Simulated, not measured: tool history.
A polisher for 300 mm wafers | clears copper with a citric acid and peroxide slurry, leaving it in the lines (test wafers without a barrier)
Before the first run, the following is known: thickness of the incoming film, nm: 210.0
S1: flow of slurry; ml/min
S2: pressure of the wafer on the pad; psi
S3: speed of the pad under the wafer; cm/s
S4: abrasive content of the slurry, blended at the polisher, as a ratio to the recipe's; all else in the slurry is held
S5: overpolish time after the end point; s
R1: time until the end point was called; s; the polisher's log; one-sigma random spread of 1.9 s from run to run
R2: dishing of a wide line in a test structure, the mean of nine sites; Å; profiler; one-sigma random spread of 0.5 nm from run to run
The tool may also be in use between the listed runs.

run  hour   S1   S2   S3   S4  S5       R1      R2
  1   0.0  275  2.7  108  1.0  11   92.116  186.62
  2   8.1  275  2.6  108  1.0  12   94.365  197.61
  3  16.7  275  2.6   94  1.0  12  100.290  176.54
  4  17.8  270  2.5   96  1.0  13  103.020  191.56
  5  18.6  330  2.5   96  1.0  13   99.830  190.27
  6  21.2  325  2.4   96  1.0  14  102.960  199.53
  7  26.7  325  2.4   96  1.0  14  108.380  201.56

What does the tool deliver on the next run?
  8  31.3  325  2.4  98  1.0  14   ?   ?

Run 8 yielded R1 106.650 s, R2 203.77 Å.
